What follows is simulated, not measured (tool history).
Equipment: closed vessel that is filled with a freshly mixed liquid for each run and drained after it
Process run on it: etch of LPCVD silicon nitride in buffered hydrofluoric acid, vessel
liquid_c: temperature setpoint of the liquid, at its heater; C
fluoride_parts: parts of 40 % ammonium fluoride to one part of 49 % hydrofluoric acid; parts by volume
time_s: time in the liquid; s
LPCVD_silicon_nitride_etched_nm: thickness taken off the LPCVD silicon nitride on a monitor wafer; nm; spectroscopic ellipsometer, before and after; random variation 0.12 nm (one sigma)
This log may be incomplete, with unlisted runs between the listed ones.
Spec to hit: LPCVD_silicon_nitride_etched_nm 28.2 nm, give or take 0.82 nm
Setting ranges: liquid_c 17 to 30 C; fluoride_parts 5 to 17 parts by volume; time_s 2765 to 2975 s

run,hour,liquid_c,fluoride_parts,time_s,LPCVD_silicon_nitride_etched_nm
1,0,22,10.5,2765,31.231
2,6.7,21.5,10.5,2765,30.53
3,8.2,23.5,10.5,2765,34.069
4,16.6,23,10.5,2765,32.694
5,23.1,25.5,10.5,2765,37.522
6,28.5,25.5,12,2765,33.097
7,37.1,25,12,2765,31.85
# hour 43.6: hydrofluoric acid flow meter replaced
8,43.6,24.5,12,2765,33.822
9,49.6,23.5,12,2765,31.967

Of the 4 settings listed for the next run, only one would bring every result within its allowed miss of target. Which one?
A,55.6,25,13.5,2975,?
B,55.6,22.5,13,2810,?
C,55.6,23,11.5,2895,?
D,55.6,22.5,11.5,2800,?

move,LPCVD_silicon_nitride_etched_nm
A,33.142
B,28.333
C,33.827
D,31.83
A: lands further from the targets than the last run did
B: hits every target within its allowed miss
C: lands further from the targets than the last run did
D: as far off as the last run
Answer: B
